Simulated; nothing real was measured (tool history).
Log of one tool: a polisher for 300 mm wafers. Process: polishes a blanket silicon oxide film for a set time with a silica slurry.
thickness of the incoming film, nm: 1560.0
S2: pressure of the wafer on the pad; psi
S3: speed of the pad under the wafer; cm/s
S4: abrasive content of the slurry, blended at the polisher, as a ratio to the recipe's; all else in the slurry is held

run 1 hour=0 | flow_of_slurry_(ml/min)=265 S2=3.9 S3=128 S4=1 polishing_time_(s)=33 | film_removed_(angstrom)=968.98
run 2 hour=0.8 | flow_of_slurry_(ml/min)=305 S2=3.9 S3=128 S4=1 polishing_time_(s)=33 | film_removed_(angstrom)=982.03
run 3 hour=6.1 | flow_of_slurry_(ml/min)=305 S2=4.1 S3=128 S4=1 polishing_time_(s)=33 | film_removed_(angstrom)=1005.2
run 4 hour=7.5 | flow_of_slurry_(ml/min)=305 S2=4.3 S3=128 S4=1 polishing_time_(s)=33 | film_removed_(angstrom)=1068.3
-- hour=12.7 head pressure recalibrated
run 5 hour=12.7 | flow_of_slurry_(ml/min)=305 S2=4.5 S3=128 S4=1 polishing_time_(s)=33 | film_removed_(angstrom)=1246.2
run 6 hour=15.3 | flow_of_slurry_(ml/min)=305 S2=4.5 S3=128 S4=1 polishing_time_(s)=33 | film_removed_(angstrom)=1229.4

The next listed run, before its measurement:
run 7 hour=21.8 | flow_of_slurry_(ml/min)=305 S2=4.6 S3=128 S4=1 polishing_time_(s)=33 | film_removed_(angstrom)=?

Run 7 gave film removed (angstrom) 1279.7.
